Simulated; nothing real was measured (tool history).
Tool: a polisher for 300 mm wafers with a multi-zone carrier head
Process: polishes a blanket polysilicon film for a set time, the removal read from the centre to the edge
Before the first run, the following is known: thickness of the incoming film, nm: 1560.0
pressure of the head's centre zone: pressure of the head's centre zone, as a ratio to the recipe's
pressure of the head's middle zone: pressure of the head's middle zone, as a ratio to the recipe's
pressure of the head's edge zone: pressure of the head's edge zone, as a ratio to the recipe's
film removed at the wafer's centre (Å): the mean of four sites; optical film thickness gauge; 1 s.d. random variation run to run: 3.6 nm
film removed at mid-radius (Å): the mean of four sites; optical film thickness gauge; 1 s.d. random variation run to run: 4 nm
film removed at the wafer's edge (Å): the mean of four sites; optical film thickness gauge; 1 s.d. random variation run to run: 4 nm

run,hour,flow of slurry (ml/min),pressure of the head's centre zone,pressure of the head's middle zone,pressure of the head's edge zone,polishing time (s),film removed at the wafer's centre (Å),film removed at mid-radius (Å),film removed at the wafer's edge (Å)
1,0.0,240,1.00,1.00,1.00,64,4528.9,4547.2,4491.1
2,5.9,240,1.00,1.00,1.00,74,5263.1,5337.5,5274.5
3,8.5,235,0.99,0.97,1.00,70,4911.9,4814.1,4831.3
4,9.3,230,0.97,0.95,1.01,67,4559.8,4606.4,4734.8
5,13.4,230,0.97,0.95,1.01,58,3962.2,3943.8,4054.5
6,19.0,230,0.97,0.95,1.01,68,4598.8,4638.7,4868.9

The next listed run, before its measurement:
# hour 27.8: slurry nozzle cleaned
7,27.8,225,0.97,0.93,1.00,65,?,?,?

Run 7 yielded film removed at the wafer's centre (Å) 4588.7, film removed at mid-radius (Å) 4471.4, film removed at the wafer's edge (Å) 4641.8.
